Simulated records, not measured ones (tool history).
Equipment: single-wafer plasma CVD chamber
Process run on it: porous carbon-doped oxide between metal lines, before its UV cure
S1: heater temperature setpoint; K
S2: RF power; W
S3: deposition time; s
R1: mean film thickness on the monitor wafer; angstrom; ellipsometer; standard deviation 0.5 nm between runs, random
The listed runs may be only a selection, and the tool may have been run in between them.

run,hour,S1,S2,S3,R1
1,0.0,568.15,675,15.3,972.94
2,5.3,561.15,700,15.3,1046.90
3,12.0,561.15,785,15.3,1123.80
4,14.4,559.15,785,15.3,1144.20
5,15.7,559.15,785,15.3,1144.60
6,21.2,559.15,690,15.3,1042.90
7,28.0,555.15,705,15.3,1094.70
8,34.2,552.15,710,15.3,1112.10
9,41.4,550.15,720,15.3,1149.60
10,43.8,549.15,720,15.3,1156.00

What does the tool deliver on the next run?
# hour 46.5: RF generator calibrated
11,46.5,544.15,725,15.3,?

R1: 1246.50 angstrom

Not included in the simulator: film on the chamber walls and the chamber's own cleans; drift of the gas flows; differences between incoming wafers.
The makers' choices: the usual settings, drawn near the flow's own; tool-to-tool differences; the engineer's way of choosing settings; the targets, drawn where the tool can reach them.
